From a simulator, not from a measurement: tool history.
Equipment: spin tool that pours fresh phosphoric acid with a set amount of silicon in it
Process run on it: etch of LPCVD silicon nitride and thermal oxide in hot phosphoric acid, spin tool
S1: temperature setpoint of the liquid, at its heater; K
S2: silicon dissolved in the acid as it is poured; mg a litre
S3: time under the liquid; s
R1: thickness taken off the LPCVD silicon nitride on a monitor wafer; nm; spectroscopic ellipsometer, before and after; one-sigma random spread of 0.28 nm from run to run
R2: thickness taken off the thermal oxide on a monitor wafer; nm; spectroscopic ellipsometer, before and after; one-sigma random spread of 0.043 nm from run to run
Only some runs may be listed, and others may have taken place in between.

{"run": 1, "hour": 0.0, "S1": 435.15, "S2": 20, "S3": 180, "R1": 16.376, "R2": 0.37714}
{"run": 2, "hour": 4.9, "S1": 436.15, "S2": 22.5, "S3": 210, "R1": 19.878, "R2": 0.38008}
{"run": 3, "hour": 12.1, "S1": 437.15, "S2": 20.5, "S3": 230, "R1": 22.402, "R2": 0.47324}
{"run": 4, "hour": 16.9, "S1": 435.65, "S2": 20.5, "S3": 230, "R1": 21.555, "R2": 0.36219}
{"run": 5, "hour": 19.7, "S1": 436.65, "S2": 19.5, "S3": 245, "R1": 23.51, "R2": 0.51914}
{"run": 6, "hour": 26.8, "S1": 437.65, "S2": 19.5, "S3": 245, "R1": 24.124, "R2": 0.56381}

What will run 7 give?
{"run": 7, "hour": 30.4, "S1": 438.15, "S2": 21, "S3": 255, "R1": "?", "R2": "?"}

Run 7 measured R1 25.504 nm, R2 0.63315 nm.

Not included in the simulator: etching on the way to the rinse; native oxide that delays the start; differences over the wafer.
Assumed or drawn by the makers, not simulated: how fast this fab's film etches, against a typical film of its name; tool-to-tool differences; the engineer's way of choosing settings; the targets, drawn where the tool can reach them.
